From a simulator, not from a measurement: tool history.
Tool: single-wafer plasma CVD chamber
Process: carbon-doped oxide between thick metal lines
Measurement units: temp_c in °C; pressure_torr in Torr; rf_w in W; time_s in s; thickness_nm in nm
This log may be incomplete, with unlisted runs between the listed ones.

run 1 hour=0.0 | temp_c=355 pressure_torr=6.71 rf_w=430 time_s=149 | thickness_nm=742.67
run 2 hour=6.2 | temp_c=347 pressure_torr=6.71 rf_w=430 time_s=149 | thickness_nm=758.15
run 3 hour=14.0 | temp_c=347 pressure_torr=5.63 rf_w=430 time_s=149 | thickness_nm=745.27
run 4 hour=19.7 | temp_c=347 pressure_torr=5.57 rf_w=415 time_s=148 | thickness_nm=714.21
run 5 hour=23.1 | temp_c=347 pressure_torr=5.47 rf_w=410 time_s=148 | thickness_nm=707.24
run 6 hour=25.0 | temp_c=347 pressure_torr=6.49 rf_w=410 time_s=148 | thickness_nm=719.40
run 7 hour=27.0 | temp_c=347 pressure_torr=6.45 rf_w=400 time_s=148 | thickness_nm=704.11

Estimate the outcome of run 8 from the log above:
run 8 hour=35.4 | temp_c=349 pressure_torr=6.26 rf_w=360 time_s=147 | thickness_nm=?

{"run 8": {"thickness_nm": 630.26}}
